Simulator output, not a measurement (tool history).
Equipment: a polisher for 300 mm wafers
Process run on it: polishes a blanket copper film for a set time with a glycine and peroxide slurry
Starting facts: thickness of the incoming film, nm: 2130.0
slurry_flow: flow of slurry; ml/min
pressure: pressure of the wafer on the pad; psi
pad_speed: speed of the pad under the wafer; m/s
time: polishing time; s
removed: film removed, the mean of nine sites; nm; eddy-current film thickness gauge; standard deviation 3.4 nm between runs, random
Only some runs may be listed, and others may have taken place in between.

| run | hour | slurry_flow | pressure | pad_speed | time | removed |
|---|---|---|---|---|---|---|
| 1 | 0 | 270 | 2 | 1.26 | 59 | 354.41 |
| 2 | 8.9 | 270 | 1.6 | 1.26 | 59 | 298.55 |
| 3 | 14.3 | 270 | 1.6 | 1.26 | 59 | 300.48 |
| 4 | 21.8 | 270 | 1.6 | 0.96 | 59 | 244.49 |
| 5 | 24.1 | 270 | 1.4 | 0.96 | 59 | 222.35 |
| 6 | 29.4 | 270 | 1.4 | 0.96 | 59 | 221.39 |
| 7 | 35.4 | 285 | 2 | 1.04 | 59 | 305.39 |
| 8 | 38.1 | 285 | 2.1 | 1.04 | 59 | 315.04 |
| 9 | 43.3 | 285 | 2.2 | 1.04 | 59 | 328.02 |
| 10 | 45.6 | 300 | 2.8 | 1.06 | 59 | 407.35 |

Expected results for the next run?
| 11 | 53.6 | 300 | 3 | 1.08 | 59 | ? |

For run 11 the tool returned removed 443.54 nm.
